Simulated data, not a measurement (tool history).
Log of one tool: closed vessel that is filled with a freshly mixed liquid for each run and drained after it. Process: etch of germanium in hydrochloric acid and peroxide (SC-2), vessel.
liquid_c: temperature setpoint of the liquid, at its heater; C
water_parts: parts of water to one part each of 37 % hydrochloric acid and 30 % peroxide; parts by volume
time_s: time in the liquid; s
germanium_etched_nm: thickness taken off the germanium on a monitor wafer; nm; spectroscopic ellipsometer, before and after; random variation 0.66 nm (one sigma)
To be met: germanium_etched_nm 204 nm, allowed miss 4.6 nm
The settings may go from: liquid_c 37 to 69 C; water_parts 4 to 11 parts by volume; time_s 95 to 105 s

run	hour	liquid_c	water_parts	time_s	germanium_etched_nm
1	0	53	6	95	268.97
2	4.5	51	6	95	251.92
3	5.8	49.5	6	95	240.6
4	6.4	48.5	6	95	233.12
5	7.6	48.5	6	95	234.34
6	10.8	48.5	6	105	259.92
7	14.6	40.5	6	105	198.92
8	22.7	40.5	6	105	197.75

4 next moves are on the table. One of them brings every result within its allowed miss. Which?
A	30.8	39.5	6.5	105	?
B	30.8	39.5	6	105	?
C	30.8	41.5	5	100	?
D	30.8	42.5	5.5	100	?

move	germanium_etched_nm
A	190.63
B	191.14
C	195.78
D	202.12
A: further off than the last run
B: further off than the last run
C: further off than the last run
D: meets every target
The right move is D.
